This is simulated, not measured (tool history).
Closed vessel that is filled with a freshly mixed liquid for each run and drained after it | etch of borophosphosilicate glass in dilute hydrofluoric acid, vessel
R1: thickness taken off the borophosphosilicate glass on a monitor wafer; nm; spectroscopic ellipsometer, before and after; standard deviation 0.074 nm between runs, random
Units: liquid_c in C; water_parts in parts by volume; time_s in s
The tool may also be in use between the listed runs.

Run 1, hour 0: liquid_c 25 C, water_parts 160 parts by volume, time_s 100 s. Result: R1 33.409 nm.
Run 2, hour 9: liquid_c 23.5 C, water_parts 170 parts by volume, time_s 100 s. Result: R1 29.417 nm.
Run 3, hour 15.8: liquid_c 20 C, water_parts 170 parts by volume, time_s 100 s. Result: R1 25.664 nm.
Run 4, hour 22.8: liquid_c 20 C, water_parts 210 parts by volume, time_s 100 s. Result: R1 19.955 nm.
Run 5, hour 27.1: liquid_c 21.5 C, water_parts 210 parts by volume, time_s 100 s. Result: R1 21.189 nm.
Run 6, hour 33.2: liquid_c 21.5 C, water_parts 165 parts by volume, time_s 100 s. Result: R1 28.311 nm.
Run 7, hour 36.1: liquid_c 20.5 C, water_parts 175 parts by volume, time_s 100 s. Result: R1 25.5 nm.

Run 8 has not been measured yet. What should we expect?
Run 8, hour 44.5: liquid_c 20 C, water_parts 180 parts by volume, time_s 100 s. Result: R1 ?.

R1: 24.002 nm
